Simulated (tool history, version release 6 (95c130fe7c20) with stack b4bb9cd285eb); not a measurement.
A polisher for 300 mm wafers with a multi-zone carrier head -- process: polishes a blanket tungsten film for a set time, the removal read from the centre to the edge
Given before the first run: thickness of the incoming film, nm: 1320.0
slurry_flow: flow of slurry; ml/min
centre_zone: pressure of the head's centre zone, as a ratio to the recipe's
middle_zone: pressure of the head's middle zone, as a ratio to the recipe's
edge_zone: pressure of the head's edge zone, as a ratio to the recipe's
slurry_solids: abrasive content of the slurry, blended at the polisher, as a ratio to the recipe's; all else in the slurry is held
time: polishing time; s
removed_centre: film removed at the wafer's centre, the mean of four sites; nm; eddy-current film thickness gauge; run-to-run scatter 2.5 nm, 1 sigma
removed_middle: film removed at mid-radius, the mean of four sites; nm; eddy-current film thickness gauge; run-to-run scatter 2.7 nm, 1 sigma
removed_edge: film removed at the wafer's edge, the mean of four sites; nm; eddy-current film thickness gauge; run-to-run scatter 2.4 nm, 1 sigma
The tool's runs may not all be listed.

run	hour	slurry_flow	centre_zone	middle_zone	edge_zone	slurry_solids	time	removed_centre	removed_middle	removed_edge
1	0.0	250	1.00	1.00	1.00	1.00	46	235.40	233.40	232.71
2	8.5	255	1.02	1.03	0.95	0.85	45	226.58	226.77	222.81
3	15.8	255	1.02	1.07	0.95	0.85	45	224.57	237.10	218.50
4	18.4	255	1.02	1.07	0.95	0.85	49	249.14	267.36	238.24
5	26.8	255	1.02	0.99	0.95	0.85	49	245.94	245.33	237.54
6	31.4	250	1.06	1.04	0.90	0.75	46	235.07	231.87	214.95
7	34.7	245	1.08	1.07	0.87	0.70	44	223.01	228.01	194.82

Estimate the outcome of run 8 from the log above:
8	40.7	240	1.08	1.06	0.85	0.65	44	?	?	?

removed_centre: 220.27 nm
removed_middle: 221.02 nm
removed_edge: 192.09 nm

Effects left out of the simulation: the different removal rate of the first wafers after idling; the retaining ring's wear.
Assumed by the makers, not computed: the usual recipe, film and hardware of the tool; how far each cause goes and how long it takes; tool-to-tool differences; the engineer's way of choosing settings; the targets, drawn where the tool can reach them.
